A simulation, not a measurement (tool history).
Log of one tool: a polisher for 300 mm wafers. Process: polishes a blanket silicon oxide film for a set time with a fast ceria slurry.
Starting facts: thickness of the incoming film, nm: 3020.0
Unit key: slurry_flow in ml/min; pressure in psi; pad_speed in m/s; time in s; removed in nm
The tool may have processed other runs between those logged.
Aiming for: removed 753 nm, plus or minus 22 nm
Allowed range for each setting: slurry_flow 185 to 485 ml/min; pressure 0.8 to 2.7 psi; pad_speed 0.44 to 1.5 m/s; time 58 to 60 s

run,hour,slurry_flow,pressure,pad_speed,time,removed
1,0,310,1.7,0.96,58,619.22
2,5.1,310,1.8,0.96,58,655.43
3,12.9,265,1.8,0.96,58,649
4,14.1,265,1.4,0.96,58,515.17
5,17.6,265,1.4,0.96,58,505.88
6,19,270,1.6,0.96,58,574.29
7,21.3,275,1.7,0.96,58,620.09
8,26,275,1.8,0.96,58,650.66
9,30.7,275,1.9,0.96,58,678
10,31.9,290,1.9,0.96,58,679.58
11,37.6,290,2,0.96,58,712.64
12,41.5,290,2,0.96,58,714.13

Which one of the following 5 next-run settings gets every result inside its allowed miss? There is exactly one.
A,45.4,300,1.9,0.94,60,?
B,45.4,260,2.1,0.96,58,?
C,45.4,320,1.9,0.9,60,?
D,45.4,355,1.8,0.98,58,?
E,45.4,235,2.2,0.86,58,?

move,removed
A,691.88
B,745.84
C,665.92
D,667.33
E,697.05
A: further off than the last run
B: all results land within tolerance of their targets
C: further off than the last run
D: further off than the last run
E: further off than the last run
Go with B: it meets all targets.
